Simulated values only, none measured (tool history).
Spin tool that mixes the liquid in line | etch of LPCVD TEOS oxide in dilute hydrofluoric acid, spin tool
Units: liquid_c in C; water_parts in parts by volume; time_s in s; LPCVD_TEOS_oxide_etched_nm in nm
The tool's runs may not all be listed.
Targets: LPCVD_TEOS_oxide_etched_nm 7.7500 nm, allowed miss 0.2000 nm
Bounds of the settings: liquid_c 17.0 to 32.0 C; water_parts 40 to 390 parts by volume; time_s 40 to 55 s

run    day  liquid_c  water_parts  time_s  LPCVD_TEOS_oxide_etched_nm
  1  0.000      24.0          215      55                      4.7258
  2  0.171      21.0          215      55                      4.1375
  3  0.462      24.0          215      55                      4.7012
  4  0.671      21.0          215      55                      4.2227
  5  0.979      22.0          210      55                      4.4770
  6  1.246      23.0          205      55                      4.8016
  7  1.492      27.0          170      55                      6.9719
  8  1.650      27.5          170      55                      7.0332

5 next moves are on the table. One of them brings every result within its allowed miss. Which?
  A  1.808      27.5          120      40                           ?
  B  1.808      25.5          140      40                           ?
  C  1.808      26.5          190      55                           ?
  D  1.808      25.5          170      55                           ?
  E  1.808      26.0          160      55                           ?

move  LPCVD_TEOS_oxide_etched_nm
   A                      7.7949
   B                      6.0421
   C                      5.9905
   D                      6.6046
   E                      7.2329
A: meets every target
B: further off than the last run
C: further off than the last run
D: further off than the last run
E: nearer than the last run, and not there yet
Answer: A

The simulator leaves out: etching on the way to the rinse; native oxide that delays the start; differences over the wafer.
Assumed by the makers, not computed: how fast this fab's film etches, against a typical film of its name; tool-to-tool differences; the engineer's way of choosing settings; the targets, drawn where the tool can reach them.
